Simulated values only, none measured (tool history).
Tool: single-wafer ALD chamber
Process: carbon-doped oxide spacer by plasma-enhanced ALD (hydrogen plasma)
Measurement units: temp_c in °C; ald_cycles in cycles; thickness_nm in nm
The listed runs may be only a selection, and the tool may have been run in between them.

Run 1, hour 0.0: temp_c 380 °C, ald_cycles 334 cycles. Result: thickness_nm 16.239 nm.
Run 2, hour 3.9: temp_c 380 °C, ald_cycles 286 cycles. Result: thickness_nm 13.948 nm.
Run 3, hour 5.6: temp_c 380 °C, ald_cycles 242 cycles. Result: thickness_nm 11.798 nm.
Run 4, hour 6.9: temp_c 371 °C, ald_cycles 242 cycles. Result: thickness_nm 11.799 nm.
Run 5, hour 15.7: temp_c 378 °C, ald_cycles 242 cycles. Result: thickness_nm 11.748 nm.
Run 6, hour 25.1: temp_c 378 °C, ald_cycles 227 cycles. Result: thickness_nm 11.013 nm.
Run 7, hour 33.5: temp_c 378 °C, ald_cycles 232 cycles. Result: thickness_nm 11.261 nm.
Run 8, hour 40.3: temp_c 378 °C, ald_cycles 236 cycles. Result: thickness_nm 11.478 nm.
Run 9, hour 47.6: temp_c 378 °C, ald_cycles 272 cycles. Result: thickness_nm 13.242 nm.
Run 10, hour 54.6: temp_c 378 °C, ald_cycles 272 cycles. Result: thickness_nm 13.276 nm.
Run 11, hour 57.2: temp_c 378 °C, ald_cycles 270 cycles. Result: thickness_nm 13.193 nm.
Run 12, hour 64.1: temp_c 378 °C, ald_cycles 268 cycles. Result: thickness_nm 13.056 nm.
Run 13, hour 73.1: temp_c 378 °C, ald_cycles 267 cycles. Result: thickness_nm 12.996 nm.
Run 14, hour 75.7: temp_c 378 °C, ald_cycles 266 cycles. Result: thickness_nm 12.929 nm.

Run 15 comes next. What will it give?
Run 15, hour 77.4: temp_c 378 °C, ald_cycles 265 cycles. Result: thickness_nm ?.

thickness_nm: 12.907 nm
